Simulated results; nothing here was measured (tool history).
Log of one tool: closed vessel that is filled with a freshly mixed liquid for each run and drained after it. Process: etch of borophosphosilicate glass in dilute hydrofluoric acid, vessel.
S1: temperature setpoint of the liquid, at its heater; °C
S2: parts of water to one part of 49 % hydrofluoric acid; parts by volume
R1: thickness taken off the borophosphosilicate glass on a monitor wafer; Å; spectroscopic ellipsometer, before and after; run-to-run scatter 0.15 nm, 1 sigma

run 1 hour=0 | S1=22 S2=125 time_in_the_liquid_(s)=30 | R1=124.38
run 2 hour=6.1 | S1=24 S2=115 time_in_the_liquid_(s)=30 | R1=150.68
run 3 hour=13.5 | S1=24 S2=115 time_in_the_liquid_(s)=30 | R1=151.02
run 4 hour=14 | S1=24 S2=115 time_in_the_liquid_(s)=30 | R1=150.37
run 5 hour=23 | S1=25.5 S2=110 time_in_the_liquid_(s)=30 | R1=166.84
run 6 hour=28.9 | S1=29 S2=110 time_in_the_liquid_(s)=30 | R1=192.1
run 7 hour=30.3 | S1=29.5 S2=105 time_in_the_liquid_(s)=30 | R1=206.78

What will run 8 give?
run 8 hour=32 | S1=29.5 S2=100 time_in_the_liquid_(s)=30 | R1=?

{"run 8": {"R1": 218.64}}
